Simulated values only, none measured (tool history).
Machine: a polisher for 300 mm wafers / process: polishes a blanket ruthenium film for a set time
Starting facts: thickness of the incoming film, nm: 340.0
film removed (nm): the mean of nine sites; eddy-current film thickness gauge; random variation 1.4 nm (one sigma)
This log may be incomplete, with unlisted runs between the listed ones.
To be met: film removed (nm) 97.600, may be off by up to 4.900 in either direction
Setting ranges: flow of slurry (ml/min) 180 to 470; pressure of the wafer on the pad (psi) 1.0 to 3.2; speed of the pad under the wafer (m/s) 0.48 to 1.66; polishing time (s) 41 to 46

run  hour  flow of slurry (ml/min)  pressure of the wafer on the pad (psi)  speed of the pad under the wafer (m/s)  polishing time (s)  film removed (nm)
  1   0.0                      300                                     2.1                                    1.06                  46             58.365
  2   1.3                      235                                     2.1                                    1.06                  46             56.350
  3   2.4                      235                                     2.3                                    1.08                  46             62.449
  4   4.3                      235                                     2.3                                    1.08                  41             55.305
      9.0  -- worn pad replaced by a new one
  5   9.0                      235                                     2.3                                    0.94                  41             56.281
  6  17.4                      235                                     2.5                                    0.94                  41             61.026
  7  26.1                      235                                     2.6                                    0.98                  41             64.165
  8  27.9                      235                                     2.7                                    1.02                  42             70.636
  9  33.7                      235                                     2.8                                    1.04                  42             73.039

Which of these 4 next moves meets every target?
  A  39.5                      350                                     3.1                                    1.42                  45                  ?
  B  39.5                      285                                     2.7                                    1.58                  46                  ?
  C  39.5                      200                                     3.0                                    1.24                  46                  ?
  D  39.5                      260                                     3.2                                    1.28                  46                  ?

move  film removed (nm)
   A            116.080
   B            111.910
   C             98.065
   D            109.790
A: carries the result that was furthest off beyond its target, to the other side
B: carries the result that was furthest off beyond its target, to the other side
C: every result lands within tolerance
D: carries the result that was furthest off beyond its target, to the other side
Answer: C
